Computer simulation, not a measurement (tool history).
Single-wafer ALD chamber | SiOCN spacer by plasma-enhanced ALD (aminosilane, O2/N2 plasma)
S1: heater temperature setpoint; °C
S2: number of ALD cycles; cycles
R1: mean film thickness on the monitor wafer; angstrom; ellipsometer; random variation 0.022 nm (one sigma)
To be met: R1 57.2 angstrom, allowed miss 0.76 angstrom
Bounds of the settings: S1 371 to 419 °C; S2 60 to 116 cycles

| run | hour | S1 | S2 | R1 |
|---|---|---|---|---|
| 1 | 0 | 395 | 88 | 52.731 |
| 2 | 6.5 | 395 | 90 | 54.064 |
| 3 | 8.6 | 395 | 91 | 54.605 |
| 4 | 14.4 | 395 | 92 | 55.034 |
| 5 | 20.1 | 395 | 93 | 55.814 |
| 6 | 22.5 | 399 | 93 | 55.003 |
| 7 | 30.3 | 397 | 93 | 55.465 |
| 8 | 34.1 | 395 | 93 | 56.173 |

Which of these 5 next moves meets every target?
| A | 37.9 | 400 | 92 | ? |
| B | 37.9 | 393 | 92 | ? |
| C | 37.9 | 390 | 95 | ? |
| D | 37.9 | 392 | 92 | ? |
| E | 37.9 | 380 | 91 | ? |

| move | R1 |
|---|---|
| A | 54.749 |
| B | 55.549 |
| C | 57.361 |
| D | 55.549 |
| E | 54.946 |
A: further off than the last run
B: further off than the last run
C: meets every target
D: further off than the last run
E: further off than the last run
The right move is C.

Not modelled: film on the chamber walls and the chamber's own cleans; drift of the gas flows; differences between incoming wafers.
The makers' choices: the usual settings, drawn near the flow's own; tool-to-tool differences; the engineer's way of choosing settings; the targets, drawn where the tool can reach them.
